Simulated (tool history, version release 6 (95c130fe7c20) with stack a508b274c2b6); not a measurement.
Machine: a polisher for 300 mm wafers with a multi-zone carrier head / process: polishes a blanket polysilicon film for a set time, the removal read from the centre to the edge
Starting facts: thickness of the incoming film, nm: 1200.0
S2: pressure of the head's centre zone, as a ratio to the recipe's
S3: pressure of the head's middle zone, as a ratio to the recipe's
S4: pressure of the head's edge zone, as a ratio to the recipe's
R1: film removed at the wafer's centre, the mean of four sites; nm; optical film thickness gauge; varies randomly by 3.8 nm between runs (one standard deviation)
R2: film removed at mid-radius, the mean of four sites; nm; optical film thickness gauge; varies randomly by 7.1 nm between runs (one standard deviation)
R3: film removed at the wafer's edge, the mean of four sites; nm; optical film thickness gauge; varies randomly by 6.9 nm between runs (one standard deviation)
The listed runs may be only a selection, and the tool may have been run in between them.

{"run": 1, "hour": 0.0, "flow of slurry (ml/min)": 215, "S2": 1.0, "S3": 1.0, "S4": 1.0, "polishing time (s)": 39, "R1": 352.95, "R2": 346.57, "R3": 341.97}
{"run": 2, "hour": 5.6, "flow of slurry (ml/min)": 215, "S2": 1.0, "S3": 1.0, "S4": 1.07, "polishing time (s)": 39, "R1": 356.45, "R2": 351.47, "R3": 351.35}
{"run": 3, "hour": 7.1, "flow of slurry (ml/min)": 220, "S2": 0.99, "S3": 1.04, "S4": 1.1, "polishing time (s)": 44, "R1": 401.66, "R2": 408.94, "R3": 405.64}
{"run": 4, "hour": 8.4, "flow of slurry (ml/min)": 175, "S2": 0.99, "S3": 1.04, "S4": 1.1, "polishing time (s)": 44, "R1": 379.05, "R2": 391.23, "R3": 400.83}
{"run": 5, "hour": 12.3, "flow of slurry (ml/min)": 190, "S2": 0.99, "S3": 1.08, "S4": 1.11, "polishing time (s)": 47, "R1": 415.43, "R2": 442.73, "R3": 425.0}
{"run": 6, "hour": 16.2, "flow of slurry (ml/min)": 200, "S2": 0.98, "S3": 1.1, "S4": 1.13, "polishing time (s)": 50, "R1": 439.07, "R2": 478.09, "R3": 451.96}
{"run": 7, "hour": 17.1, "flow of slurry (ml/min)": 200, "S2": 0.97, "S3": 1.12, "S4": 1.14, "polishing time (s)": 53, "R1": 458.35, "R2": 517.54, "R3": 495.48}

Expected results for the next run?
{"run": 8, "hour": 19.6, "flow of slurry (ml/min)": 220, "S2": 0.97, "S3": 1.14, "S4": 1.15, "polishing time (s)": 54, "R1": "?", "R2": "?", "R3": "?"}

Run 8 gave R1 485.77 nm, R2 530.51 nm, R3 510.67 nm.
